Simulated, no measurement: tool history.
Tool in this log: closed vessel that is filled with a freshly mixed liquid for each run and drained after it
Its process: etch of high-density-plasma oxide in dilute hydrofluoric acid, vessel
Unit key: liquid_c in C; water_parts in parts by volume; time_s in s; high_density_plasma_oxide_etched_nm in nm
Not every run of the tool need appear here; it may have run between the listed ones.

run,hour,liquid_c,water_parts,time_s,high_density_plasma_oxide_etched_nm
1,0,25,60,95,10.726
2,6.5,27.5,60,95,12.02
3,11.2,27.5,60,95,11.849
4,12.1,29,60,95,12.654
5,12.7,29,60,100,13.394
6,19.5,29,60,100,13.293
7,24,28,65,100,11.783
8,32.3,27,70,100,10.385

For run 9, what comes out?
9,39.5,26,70,100,?

high_density_plasma_oxide_etched_nm: 9.9741 nm
